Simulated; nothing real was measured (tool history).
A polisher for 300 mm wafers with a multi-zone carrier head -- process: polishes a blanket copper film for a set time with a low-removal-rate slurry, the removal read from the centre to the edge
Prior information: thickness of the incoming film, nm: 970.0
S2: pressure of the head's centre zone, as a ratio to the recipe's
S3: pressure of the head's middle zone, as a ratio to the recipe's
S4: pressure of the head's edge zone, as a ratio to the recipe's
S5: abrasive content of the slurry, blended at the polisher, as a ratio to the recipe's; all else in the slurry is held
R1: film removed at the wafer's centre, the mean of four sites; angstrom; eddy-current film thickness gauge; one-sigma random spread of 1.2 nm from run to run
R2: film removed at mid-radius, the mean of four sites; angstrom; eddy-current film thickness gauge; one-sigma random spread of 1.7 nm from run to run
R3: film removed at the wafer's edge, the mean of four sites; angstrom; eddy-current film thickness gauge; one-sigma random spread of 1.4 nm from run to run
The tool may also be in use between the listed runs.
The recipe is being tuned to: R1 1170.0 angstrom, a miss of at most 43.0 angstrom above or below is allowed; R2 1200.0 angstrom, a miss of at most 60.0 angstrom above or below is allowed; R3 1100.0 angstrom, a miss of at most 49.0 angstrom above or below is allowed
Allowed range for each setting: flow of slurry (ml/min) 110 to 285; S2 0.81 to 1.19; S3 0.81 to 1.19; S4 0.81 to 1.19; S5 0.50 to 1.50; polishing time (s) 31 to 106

run 1 day=0.000 | flow_of_slurry_(ml/min)=180 S2=1.00 S3=1.00 S4=1.00 S5=1.00 polishing_time_(s)=68 | R1=1392.7 R2=1364.1 R3=1402.1
run 2 day=0.142 | flow_of_slurry_(ml/min)=180 S2=1.00 S3=1.01 S4=0.97 S5=0.90 polishing_time_(s)=67 | R1=1361.6 R2=1343.2 R3=1346.2
run 3 day=0.354 | flow_of_slurry_(ml/min)=180 S2=1.00 S3=1.01 S4=0.97 S5=1.05 polishing_time_(s)=67 | R1=1395.9 R2=1384.3 R3=1364.2
run 4 day=0.575 | flow_of_slurry_(ml/min)=175 S2=1.00 S3=1.01 S4=0.94 S5=1.00 polishing_time_(s)=65 | R1=1311.8 R2=1311.0 R3=1286.3
run 5 day=0.875 | flow_of_slurry_(ml/min)=175 S2=1.00 S3=1.01 S4=0.94 S5=1.00 polishing_time_(s)=82 | R1=1677.7 R2=1660.4 R3=1703.6
run 6 day=1.017 | flow_of_slurry_(ml/min)=175 S2=1.07 S3=1.01 S4=0.94 S5=1.00 polishing_time_(s)=82 | R1=1780.7 R2=1687.4 R3=1618.6
run 7 day=1.358 | flow_of_slurry_(ml/min)=175 S2=1.07 S3=1.01 S4=0.94 S5=1.00 polishing_time_(s)=82 | R1=1798.6 R2=1682.1 R3=1638.7
run 8 day=1.392 | flow_of_slurry_(ml/min)=175 S2=1.06 S3=1.02 S4=0.93 S5=0.95 polishing_time_(s)=77 | R1=1654.9 R2=1550.1 R3=1513.8
run 9 day=1.742 | flow_of_slurry_(ml/min)=175 S2=1.05 S3=1.04 S4=0.93 S5=0.95 polishing_time_(s)=72 | R1=1486.0 R2=1493.6 R3=1443.9
run 10 day=1.867 | flow_of_slurry_(ml/min)=180 S2=1.06 S3=1.04 S4=0.91 S5=0.90 polishing_time_(s)=68 | R1=1427.7 R2=1402.9 R3=1317.4
run 11 day=1.979 | flow_of_slurry_(ml/min)=180 S2=1.06 S3=1.05 S4=0.90 S5=0.85 polishing_time_(s)=66 | R1=1366.0 R2=1322.3 R3=1267.9
run 12 day=2.054 | flow_of_slurry_(ml/min)=175 S2=1.06 S3=1.06 S4=0.88 S5=0.85 polishing_time_(s)=64 | R1=1332.0 R2=1300.6 R3=1202.0
run 13 day=2.333 | flow_of_slurry_(ml/min)=145 S2=0.98 S3=1.03 S4=0.83 S5=0.70 polishing_time_(s)=63 | R1=1127.3 R2=1149.2 R3=1093.7

5 candidate next runs follow, results not yet known. Just one meets every target within its allowed miss. Identify it.
run A day=2.612 | flow_of_slurry_(ml/min)=110 S2=1.06 S3=1.11 S4=0.83 S5=0.85 polishing_time_(s)=64 | R1=? R2=? R3=?
run B day=2.612 | flow_of_slurry_(ml/min)=230 S2=0.97 S3=1.19 S4=0.88 S5=0.90 polishing_time_(s)=52 | R1=? R2=? R3=?
run C day=2.612 | flow_of_slurry_(ml/min)=110 S2=0.98 S3=0.86 S4=0.89 S5=0.60 polishing_time_(s)=68 | R1=? R2=? R3=?
run D day=2.612 | flow_of_slurry_(ml/min)=145 S2=0.99 S3=1.13 S4=0.81 S5=0.80 polishing_time_(s)=58 | R1=? R2=? R3=?
run E day=2.612 | flow_of_slurry_(ml/min)=125 S2=0.97 S3=1.10 S4=0.81 S5=0.95 polishing_time_(s)=58 | R1=? R2=? R3=?

move=A R1=1164.2 R2=1244.7 R3=1105.0
move=B R1=1045.7 R2=1267.1 R3=1032.4
move=C R1=1058.5 R2=1003.0 R3=1114.3
move=D R1=1058.9 R2=1217.5 R3=1034.0
move=E R1=1032.5 R2=1192.2 R3=1046.4
A: each result inside its tolerance
B: moves away from the targets compared with the last run
C: moves away from the targets compared with the last run
D: moves away from the targets compared with the last run
E: moves away from the targets compared with the last run
So the answer is move A, the one that meets all the targets.

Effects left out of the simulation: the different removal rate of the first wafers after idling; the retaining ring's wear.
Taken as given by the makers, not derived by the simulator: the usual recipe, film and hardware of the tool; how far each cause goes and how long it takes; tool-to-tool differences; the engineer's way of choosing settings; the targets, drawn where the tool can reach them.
